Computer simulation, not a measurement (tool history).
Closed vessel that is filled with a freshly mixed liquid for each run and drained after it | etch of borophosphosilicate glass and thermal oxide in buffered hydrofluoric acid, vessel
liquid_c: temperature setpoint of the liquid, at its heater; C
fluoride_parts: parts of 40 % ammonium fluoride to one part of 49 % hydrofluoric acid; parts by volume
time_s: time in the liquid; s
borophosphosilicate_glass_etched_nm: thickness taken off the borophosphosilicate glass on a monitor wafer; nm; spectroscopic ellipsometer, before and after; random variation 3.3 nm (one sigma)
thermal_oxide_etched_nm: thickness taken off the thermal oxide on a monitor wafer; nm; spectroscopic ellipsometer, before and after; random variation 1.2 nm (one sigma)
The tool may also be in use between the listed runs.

run  hour  liquid_c  fluoride_parts  time_s  borophosphosilicate_glass_etched_nm  thermal_oxide_etched_nm
  1     0        22            14.5      60                               120.88                   41.684
  2     4        23            13.5      60                               138.55                   47.881
  3  12.9        23              10      60                               183.27                   63.196
  4  15.8      21.5              10      60                                171.7                    60.17
  5  17.9      22.5             9.5      60                               183.97                   65.301
  6  21.2      23.5               9      60                               204.61                   71.312
  7  28.7      24.5             8.5      60                               222.86                    78.77
  8  32.7      24.5             8.5      60                               228.66                   77.842
  9  38.7      28.5             6.5      60                               372.83                   126.57

Forecast run 10:
 10  41.5      27.5             6.5      60                                    ?                        ?

{"run 10": {"borophosphosilicate_glass_etched_nm": 354.34, "thermal_oxide_etched_nm": 124.33}}

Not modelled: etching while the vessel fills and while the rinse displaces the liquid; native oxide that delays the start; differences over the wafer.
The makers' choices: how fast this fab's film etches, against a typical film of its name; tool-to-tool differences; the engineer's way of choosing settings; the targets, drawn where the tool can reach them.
